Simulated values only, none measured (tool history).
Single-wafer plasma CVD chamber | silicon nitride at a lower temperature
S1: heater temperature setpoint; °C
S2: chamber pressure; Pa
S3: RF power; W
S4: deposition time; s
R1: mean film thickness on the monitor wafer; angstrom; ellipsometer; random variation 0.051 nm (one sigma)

Run 1, hour 0: S1 355 °C, S2 187 Pa, S3 325 W, S4 12.1 s. Result: R1 147.38 angstrom.
Run 2, hour 5.1: S1 355 °C, S2 176 Pa, S3 325 W, S4 12.1 s. Result: R1 145.31 angstrom.
Run 3, hour 9.7: S1 355 °C, S2 176 Pa, S3 370 W, S4 12.1 s. Result: R1 161.58 angstrom.
Run 4, hour 13.9: S1 355 °C, S2 160 Pa, S3 360 W, S4 12.1 s. Result: R1 153.15 angstrom.
Run 5, hour 18.3: S1 355 °C, S2 147 Pa, S3 355 W, S4 12.1 s. Result: R1 148.57 angstrom.
Run 6, hour 24.4: S1 362 °C, S2 147 Pa, S3 355 W, S4 12.1 s. Result: R1 147.03 angstrom.
Run 7, hour 28.8: S1 362 °C, S2 147 Pa, S3 355 W, S4 12.1 s. Result: R1 146.41 angstrom.
Run 8, hour 36.4: S1 362 °C, S2 112 Pa, S3 350 W, S4 12.1 s. Result: R1 133.41 angstrom.

Run 9 has not been measured yet. What should we expect?
Run 9, hour 40.9: S1 362 °C, S2 116 Pa, S3 350 W, S4 12.1 s. Result: R1 ?.

Logged for run 9: R1 134.95 angstrom.

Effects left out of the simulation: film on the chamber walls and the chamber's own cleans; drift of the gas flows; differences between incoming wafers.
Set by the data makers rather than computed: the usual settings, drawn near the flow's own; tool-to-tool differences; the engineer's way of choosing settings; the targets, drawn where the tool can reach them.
